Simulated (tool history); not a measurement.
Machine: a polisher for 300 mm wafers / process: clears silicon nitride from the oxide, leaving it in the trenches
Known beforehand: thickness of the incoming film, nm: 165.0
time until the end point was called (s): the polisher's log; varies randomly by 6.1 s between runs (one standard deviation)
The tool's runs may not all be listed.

run,hour,flow of slurry (ml/min),pressure of the wafer on the pad (psi),speed of the pad under the wafer (m/s),overpolish time after the end point (s),time until the end point was called (s)
1,0,220,3,1.04,14,161.95
2,6.5,190,3,1.04,14,166.72
3,14.6,190,2.8,1.02,14,178.03
4,17,190,2.2,1.02,14,228.97
5,18.6,190,2.2,0.9,14,250.21
6,22.3,190,2.2,0.9,14,242.51

Run 7 comes next. What will it give?
7,28,190,2.1,0.9,14,?

{"run 7": {"time until the end point was called (s)": 261.86}}
